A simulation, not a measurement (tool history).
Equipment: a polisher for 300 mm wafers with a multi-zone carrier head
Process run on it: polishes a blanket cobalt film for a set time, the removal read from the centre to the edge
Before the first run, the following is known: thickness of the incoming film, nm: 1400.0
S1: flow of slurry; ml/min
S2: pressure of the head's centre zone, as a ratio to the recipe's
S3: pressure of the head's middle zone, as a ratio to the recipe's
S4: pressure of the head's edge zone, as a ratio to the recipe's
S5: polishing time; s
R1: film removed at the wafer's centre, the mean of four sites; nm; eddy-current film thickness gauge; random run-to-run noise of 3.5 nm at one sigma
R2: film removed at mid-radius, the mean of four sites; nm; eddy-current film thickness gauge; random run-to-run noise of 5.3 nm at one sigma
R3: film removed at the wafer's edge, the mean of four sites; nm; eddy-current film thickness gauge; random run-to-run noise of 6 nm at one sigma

Run 1, day 0: S1 280 ml/min, S2 1, S3 1, S4 1, S5 87 s. Result: R1 431.68 nm, R2 435.93 nm, R3 432.71 nm.
Run 2, day 0.088: S1 280 ml/min, S2 1, S3 1, S4 1, S5 97 s. Result: R1 478.52 nm, R2 487.2 nm, R3 480.04 nm.
Run 3, day 0.325: S1 280 ml/min, S2 0.99, S3 0.99, S4 1.04, S5 98 s. Result: R1 479.88 nm, R2 484.42 nm, R3 498.98 nm.
Run 4, day 0.367: S1 280 ml/min, S2 0.91, S3 0.99, S4 1.04, S5 98 s. Result: R1 441.71 nm, R2 485.94 nm, R3 493.94 nm.
Run 5, day 0.675: S1 295 ml/min, S2 0.92, S3 0.99, S4 1.06, S5 98 s. Result: R1 453.21 nm, R2 487.2 nm, R3 496.83 nm.
Run 6, day 0.838: S1 250 ml/min, S2 0.92, S3 0.99, S4 1.06, S5 98 s. Result: R1 439.33 nm, R2 467.72 nm, R3 491.99 nm.

The next listed run, before its measurement:
Run 7, day 0.988: S1 270 ml/min, S2 0.93, S3 0.99, S4 1.08, S5 99 s. Result: R1 ?, R2 ?, R3 ?.

{"run 7": {"R1": 449.96, "R2": 475.76, "R3": 499.12}}
